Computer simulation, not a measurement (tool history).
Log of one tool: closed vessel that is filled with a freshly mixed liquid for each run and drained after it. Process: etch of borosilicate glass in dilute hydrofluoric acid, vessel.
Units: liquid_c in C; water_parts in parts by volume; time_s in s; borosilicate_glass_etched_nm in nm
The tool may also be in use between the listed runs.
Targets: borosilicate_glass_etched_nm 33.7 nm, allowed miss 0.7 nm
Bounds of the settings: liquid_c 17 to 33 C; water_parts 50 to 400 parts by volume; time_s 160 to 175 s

run 1 hour=0 | liquid_c=25 water_parts=225 time_s=160 | borosilicate_glass_etched_nm=15.381
run 2 hour=4.8 | liquid_c=27 water_parts=200 time_s=160 | borosilicate_glass_etched_nm=19.103
run 3 hour=6.5 | liquid_c=28.5 water_parts=185 time_s=160 | borosilicate_glass_etched_nm=22.528
run 4 hour=14.1 | liquid_c=28.5 water_parts=185 time_s=160 | borosilicate_glass_etched_nm=22.086
run 5 hour=20.1 | liquid_c=29.5 water_parts=170 time_s=160 | borosilicate_glass_etched_nm=25.528
run 6 hour=25 | liquid_c=26.5 water_parts=170 time_s=160 | borosilicate_glass_etched_nm=22.7
run 7 hour=26.4 | liquid_c=28 water_parts=160 time_s=160 | borosilicate_glass_etched_nm=26.234
run 8 hour=27.3 | liquid_c=29.5 water_parts=155 time_s=160 | borosilicate_glass_etched_nm=28.678

5 next moves are on the table. One of them brings every result within its allowed miss. Which?
run A hour=28.2 | liquid_c=25.5 water_parts=145 time_s=160 | borosilicate_glass_etched_nm=?
run B hour=28.2 | liquid_c=29.5 water_parts=145 time_s=175 | borosilicate_glass_etched_nm=?
run C hour=28.2 | liquid_c=29.5 water_parts=185 time_s=170 | borosilicate_glass_etched_nm=?
run D hour=28.2 | liquid_c=29 water_parts=190 time_s=175 | borosilicate_glass_etched_nm=?
run E hour=28.2 | liquid_c=30.5 water_parts=160 time_s=165 | borosilicate_glass_etched_nm=?

move=A borosilicate_glass_etched_nm=26.829
move=B borosilicate_glass_etched_nm=34.03
move=C borosilicate_glass_etched_nm=24.627
move=D borosilicate_glass_etched_nm=24.105
move=E borosilicate_glass_etched_nm=29.555
A: further off than the last run
B: meets every target
C: further off than the last run
D: further off than the last run
E: nearer than the last run, and not there yet
Move B is the one to make.

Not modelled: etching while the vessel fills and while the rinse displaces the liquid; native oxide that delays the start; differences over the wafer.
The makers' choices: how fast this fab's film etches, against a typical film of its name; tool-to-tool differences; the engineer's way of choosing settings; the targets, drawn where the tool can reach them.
